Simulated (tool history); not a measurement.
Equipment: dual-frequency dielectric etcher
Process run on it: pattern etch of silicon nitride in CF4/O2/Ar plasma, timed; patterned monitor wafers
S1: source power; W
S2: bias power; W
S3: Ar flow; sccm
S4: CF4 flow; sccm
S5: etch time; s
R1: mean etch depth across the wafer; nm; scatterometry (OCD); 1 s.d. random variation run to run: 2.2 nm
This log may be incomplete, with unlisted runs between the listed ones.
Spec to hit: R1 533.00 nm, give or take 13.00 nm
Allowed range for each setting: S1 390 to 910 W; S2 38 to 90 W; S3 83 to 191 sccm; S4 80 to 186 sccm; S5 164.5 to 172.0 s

| run | day | S1 | S2 | S3 | S4 | S5 | R1 |
|---|---|---|---|---|---|---|---|
| 1 | 0.000 | 650 | 64 | 137 | 133 | 164.5 | 441.63 |
| 2 | 0.275 | 670 | 64 | 137 | 133 | 164.5 | 442.84 |
| 3 | 0.446 | 590 | 64 | 137 | 133 | 164.5 | 414.78 |
| 4 | 0.671 | 620 | 65 | 137 | 133 | 164.5 | 424.10 |
| 5 | 0.858 | 620 | 58 | 137 | 133 | 164.5 | 410.75 |
| 6 | 0.938 | 620 | 58 | 148 | 133 | 164.5 | 406.11 |
| 7 | 1.038 | 750 | 61 | 147 | 134 | 164.5 | 465.84 |
|  | 1.267 | Ar flow controller replaced |
| 8 | 1.267 | 770 | 61 | 147 | 134 | 164.5 | 476.58 |

Exercise: of the 4 proposed moves below, exactly one satisfies all targets within the stated allowed misses. Which move is it?
| A | 1.496 | 750 | 70 | 149 | 135 | 170.0 | ? |
| B | 1.496 | 910 | 71 | 164 | 128 | 166.5 | ? |
| C | 1.496 | 860 | 56 | 131 | 120 | 164.5 | ? |
| D | 1.496 | 790 | 71 | 136 | 138 | 169.0 | ? |

| move | R1 |
|---|---|
| A | 508.41 |
| B | 556.68 |
| C | 501.42 |
| D | 533.72 |
A: closer than the last run, but not yet in spec
B: takes the result that was furthest off past its target
C: closer than the last run, but not yet in spec
D: in spec on every target
The move that meets every target is D.
